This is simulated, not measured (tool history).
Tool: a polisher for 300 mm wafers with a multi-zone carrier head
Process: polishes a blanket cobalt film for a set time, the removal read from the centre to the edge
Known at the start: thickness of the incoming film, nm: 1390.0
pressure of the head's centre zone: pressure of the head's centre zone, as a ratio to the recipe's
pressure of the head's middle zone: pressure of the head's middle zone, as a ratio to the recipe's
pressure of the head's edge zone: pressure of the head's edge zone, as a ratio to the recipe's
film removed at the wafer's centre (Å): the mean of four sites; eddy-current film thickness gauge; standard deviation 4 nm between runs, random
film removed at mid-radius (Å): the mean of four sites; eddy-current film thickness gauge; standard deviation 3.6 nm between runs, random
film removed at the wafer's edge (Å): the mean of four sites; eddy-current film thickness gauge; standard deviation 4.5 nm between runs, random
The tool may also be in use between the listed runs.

run	hour	flow of slurry (ml/min)	pressure of the head's centre zone	pressure of the head's middle zone	pressure of the head's edge zone	polishing time (s)	film removed at the wafer's centre (Å)	film removed at mid-radius (Å)	film removed at the wafer's edge (Å)
1	0	200	1	1	1	86	2859.6	2821.5	2779.2
2	4.7	200	1	1	1	101	3377.6	3317	3251.7
3	13.1	200	1	0.94	1	101	3332.6	3100.8	3236.1
4	21.7	205	1.01	0.94	1.03	104	3464.4	3203.6	3368.1
5	25.1	205	1.01	1.02	1.03	104	3483.3	3491.7	3422.3
6	31.1	205	1.01	1.1	1.03	104	3515	3641.8	3400.7

Estimate the outcome of run 7 from the log above:
7	35.7	210	1.02	1.08	1.06	107	?	?	?

film removed at the wafer's centre (Å): 3602.5
film removed at mid-radius (Å): 3724.9
film removed at the wafer's edge (Å): 3593
